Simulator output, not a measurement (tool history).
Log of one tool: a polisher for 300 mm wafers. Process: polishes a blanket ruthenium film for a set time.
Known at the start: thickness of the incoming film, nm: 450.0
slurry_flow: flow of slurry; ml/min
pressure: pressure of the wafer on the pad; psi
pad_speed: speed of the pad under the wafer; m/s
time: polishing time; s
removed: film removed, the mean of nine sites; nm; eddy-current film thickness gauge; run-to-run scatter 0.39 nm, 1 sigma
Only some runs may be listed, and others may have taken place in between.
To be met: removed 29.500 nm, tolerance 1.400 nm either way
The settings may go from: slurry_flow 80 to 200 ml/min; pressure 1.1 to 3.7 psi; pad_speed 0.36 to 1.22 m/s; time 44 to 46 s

{"run": 1, "hour": 0.0, "slurry_flow": 130, "pressure": 2.4, "pad_speed": 0.78, "time": 44, "removed": 52.555}
{"run": 2, "hour": 1.7, "slurry_flow": 130, "pressure": 2.4, "pad_speed": 0.66, "time": 44, "removed": 47.72}
{"run": 3, "hour": 6.6, "slurry_flow": 130, "pressure": 2.3, "pad_speed": 0.66, "time": 44, "removed": 45.402}
{"run": 4, "hour": 7.5, "slurry_flow": 130, "pressure": 2.6, "pad_speed": 0.66, "time": 44, "removed": 49.936}
{"run": 5, "hour": 12.1, "slurry_flow": 130, "pressure": 2.6, "pad_speed": 0.5, "time": 44, "removed": 40.734}
{"run": 6, "hour": 20.3, "slurry_flow": 130, "pressure": 2.6, "pad_speed": 0.5, "time": 46, "removed": 43.172}
{"run": 7, "hour": 23.4, "slurry_flow": 130, "pressure": 2.5, "pad_speed": 0.5, "time": 46, "removed": 40.502}
{"run": 8, "hour": 32.1, "slurry_flow": 130, "pressure": 2.4, "pad_speed": 0.5, "time": 46, "removed": 38.465}

Pick the move, out of 4, that brings all results within their allowed miss; only one does.
{"run": "A", "hour": 40.8, "slurry_flow": 155, "pressure": 2.0, "pad_speed": 0.38, "time": 44, "removed": "?"}
{"run": "B", "hour": 40.8, "slurry_flow": 140, "pressure": 2.1, "pad_speed": 0.48, "time": 45, "removed": "?"}
{"run": "C", "hour": 40.8, "slurry_flow": 170, "pressure": 1.7, "pad_speed": 0.56, "time": 46, "removed": "?"}
{"run": "D", "hour": 40.8, "slurry_flow": 130, "pressure": 2.2, "pad_speed": 0.4, "time": 44, "removed": "?"}

move=A removed=26.279
move=B removed=32.966
move=C removed=32.157
move=D removed=28.908
A: the result that was furthest off in the last run now lies on the other side of its target
B: moves toward the targets from the last run without getting all of them in spec
C: moves toward the targets from the last run without getting all of them in spec
D: every result within its allowed miss
Answer: D
